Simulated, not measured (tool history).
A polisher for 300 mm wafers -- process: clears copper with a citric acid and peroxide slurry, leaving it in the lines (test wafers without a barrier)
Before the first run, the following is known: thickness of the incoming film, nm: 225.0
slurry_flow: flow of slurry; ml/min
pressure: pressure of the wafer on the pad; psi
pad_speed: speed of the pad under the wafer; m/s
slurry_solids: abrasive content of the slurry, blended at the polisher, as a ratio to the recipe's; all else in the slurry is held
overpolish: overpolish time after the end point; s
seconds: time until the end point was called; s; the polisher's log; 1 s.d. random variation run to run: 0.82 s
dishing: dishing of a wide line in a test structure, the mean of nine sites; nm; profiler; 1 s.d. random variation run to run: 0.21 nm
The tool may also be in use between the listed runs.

run	hour	slurry_flow	pressure	pad_speed	slurry_solids	overpolish	seconds	dishing
1	0.0	210	3.7	0.84	1.0	10	99.145	18.451
2	5.8	215	4.1	0.84	1.0	8	88.113	16.703
3	12.8	215	3.4	0.84	1.0	8	105.890	13.801
4	14.5	220	3.8	0.84	1.0	7	93.485	13.493
5	21.6	220	3.8	0.84	1.0	10	94.985	18.679
# hour 30.4: slurry blender recalibrated
6	30.4	190	3.8	0.84	1.0	10	92.890	18.965
7	34.2	190	4.8	0.86	1.0	5	73.106	12.649

Expected results for the next run?
8	40.1	200	4.8	0.86	1.0	5	?	?

seconds: 71.318 s
dishing: 12.219 nm
